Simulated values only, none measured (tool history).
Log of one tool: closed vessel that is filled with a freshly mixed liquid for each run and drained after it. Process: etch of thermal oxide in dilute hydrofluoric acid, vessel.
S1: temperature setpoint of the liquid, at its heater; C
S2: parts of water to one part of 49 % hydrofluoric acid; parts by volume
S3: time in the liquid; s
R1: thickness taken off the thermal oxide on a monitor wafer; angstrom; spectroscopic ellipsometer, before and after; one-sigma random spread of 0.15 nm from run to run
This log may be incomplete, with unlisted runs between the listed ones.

{"run": 1, "hour": 0.0, "S1": 25.0, "S2": 100, "S3": 365, "R1": 193.87}
{"run": 2, "hour": 3.6, "S1": 25.0, "S2": 85, "S3": 365, "R1": 231.39}
{"run": 3, "hour": 4.7, "S1": 23.5, "S2": 85, "S3": 365, "R1": 219.08}
{"run": 4, "hour": 11.2, "S1": 25.0, "S2": 85, "S3": 365, "R1": 233.95}
{"run": 5, "hour": 15.4, "S1": 26.0, "S2": 85, "S3": 365, "R1": 242.73}
{"run": 6, "hour": 19.0, "S1": 26.0, "S2": 85, "S3": 365, "R1": 243.01}
{"run": 7, "hour": 23.3, "S1": 27.0, "S2": 85, "S3": 365, "R1": 252.32}

Run 8 is up next; what results do you expect?
{"run": 8, "hour": 28.8, "S1": 27.5, "S2": 85, "S3": 365, "R1": "?"}

{"run 8": {"R1": 256.97}}
